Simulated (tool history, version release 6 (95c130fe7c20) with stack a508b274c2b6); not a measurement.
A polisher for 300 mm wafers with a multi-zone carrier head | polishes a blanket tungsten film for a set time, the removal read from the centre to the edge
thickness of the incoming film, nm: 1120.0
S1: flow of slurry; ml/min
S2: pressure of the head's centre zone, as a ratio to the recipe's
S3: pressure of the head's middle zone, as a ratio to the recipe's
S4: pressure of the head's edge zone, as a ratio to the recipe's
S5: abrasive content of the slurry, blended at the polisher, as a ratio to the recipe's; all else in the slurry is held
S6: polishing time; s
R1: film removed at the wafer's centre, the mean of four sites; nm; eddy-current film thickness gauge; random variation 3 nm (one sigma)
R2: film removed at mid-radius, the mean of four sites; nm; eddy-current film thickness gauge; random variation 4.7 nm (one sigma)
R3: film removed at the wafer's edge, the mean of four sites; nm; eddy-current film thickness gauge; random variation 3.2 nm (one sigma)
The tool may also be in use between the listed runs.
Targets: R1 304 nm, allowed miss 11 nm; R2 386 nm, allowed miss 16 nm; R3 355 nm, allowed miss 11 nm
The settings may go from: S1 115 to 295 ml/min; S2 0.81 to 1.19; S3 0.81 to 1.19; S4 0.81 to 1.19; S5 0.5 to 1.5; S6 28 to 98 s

| run | hour | S1 | S2 | S3 | S4 | S5 | S6 | R1 | R2 | R3 |
|---|---|---|---|---|---|---|---|---|---|---|
| 1 | 0 | 190 | 1 | 1 | 1 | 1 | 63 | 288.39 | 291.93 | 296.41 |
| 2 | 3 | 200 | 0.99 | 1.03 | 1.03 | 1.05 | 63 | 291.31 | 299.5 | 306.31 |
| 3 | 9.5 | 175 | 0.99 | 1.03 | 1.03 | 1.05 | 63 | 281.64 | 301.47 | 299.95 |
| 4 | 18.3 | 175 | 0.99 | 0.95 | 1.03 | 1.05 | 63 | 283.93 | 274.56 | 302.9 |
| 5 | 20.3 | 175 | 0.99 | 0.95 | 1.03 | 1.05 | 54 | 240.72 | 236.03 | 256.76 |
| 6 | 24.5 | 175 | 0.98 | 0.99 | 1.04 | 1.15 | 56 | 252.49 | 263.02 | 276.4 |
| 7 | 30.8 | 180 | 0.98 | 1.02 | 1.05 | 1.2 | 57 | 261.66 | 275.72 | 288.63 |
| 8 | 38.3 | 180 | 0.97 | 1.05 | 1.05 | 1.25 | 58 | 270.87 | 293.64 | 296.08 |
| 9 | 45.9 | 185 | 0.96 | 1.08 | 1.06 | 1.3 | 59 | 270.88 | 312.59 | 303.42 |
| 10 | 48.1 | 230 | 0.99 | 1.17 | 1.16 | 1.5 | 63 | 324.38 | 377.64 | 357.37 |

Which of these 5 next moves meets every target?
| A | 50.3 | 180 | 0.87 | 1.17 | 1.19 | 1.5 | 67 | ? | ? | ? |
| B | 50.3 | 255 | 0.93 | 1.19 | 1.16 | 1.5 | 62 | ? | ? | ? |
| C | 50.3 | 170 | 0.85 | 1.16 | 1.18 | 1.5 | 66 | ? | ? | ? |
| D | 50.3 | 250 | 0.98 | 1.19 | 1.08 | 1.35 | 67 | ? | ? | ? |
| E | 50.3 | 290 | 1.09 | 1.15 | 1.17 | 1.45 | 63 | ? | ? | ? |

| move | R1 | R2 | R3 |
|---|---|---|---|
| A | 294.27 | 379.75 | 379.28 |
| B | 306.64 | 373.24 | 358.72 |
| C | 280.28 | 368.04 | 369.72 |
| D | 338.48 | 390.85 | 363.68 |
| E | 367.63 | 369.46 | 366.54 |
A: brings the result that was furthest off to its target, and leaves another outside
B: meets every target
C: takes the result that was furthest off past its target
D: further off than the last run
E: further off than the last run
Move B is the one to make.

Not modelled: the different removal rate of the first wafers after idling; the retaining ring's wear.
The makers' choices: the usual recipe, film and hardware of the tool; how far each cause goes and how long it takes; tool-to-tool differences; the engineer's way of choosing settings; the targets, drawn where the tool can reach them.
